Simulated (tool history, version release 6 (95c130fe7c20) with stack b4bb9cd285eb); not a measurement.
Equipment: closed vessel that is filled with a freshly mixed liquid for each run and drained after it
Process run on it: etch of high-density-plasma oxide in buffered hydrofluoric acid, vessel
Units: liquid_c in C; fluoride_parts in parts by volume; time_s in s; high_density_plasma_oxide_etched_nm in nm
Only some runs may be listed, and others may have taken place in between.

run  hour  liquid_c  fluoride_parts  time_s  high_density_plasma_oxide_etched_nm
  1   0.0      21.0            11.5      85                               117.83
  2   7.4      21.0            11.5      85                               118.83
  3  10.0      21.0            11.5      90                               127.69
  4  19.3      21.0            11.5      85                               118.80
  5  20.5      23.5            11.5      85                               136.68
  6  24.0      25.5            11.5      85                               152.76
  7  29.0      26.5            11.5      85                               160.81
  8  35.7      27.5            11.5      85                               168.74

Predict the results of run 9:
  9  41.2      29.0            10.5      85                                    ?

high_density_plasma_oxide_etched_nm: 199.90 nm

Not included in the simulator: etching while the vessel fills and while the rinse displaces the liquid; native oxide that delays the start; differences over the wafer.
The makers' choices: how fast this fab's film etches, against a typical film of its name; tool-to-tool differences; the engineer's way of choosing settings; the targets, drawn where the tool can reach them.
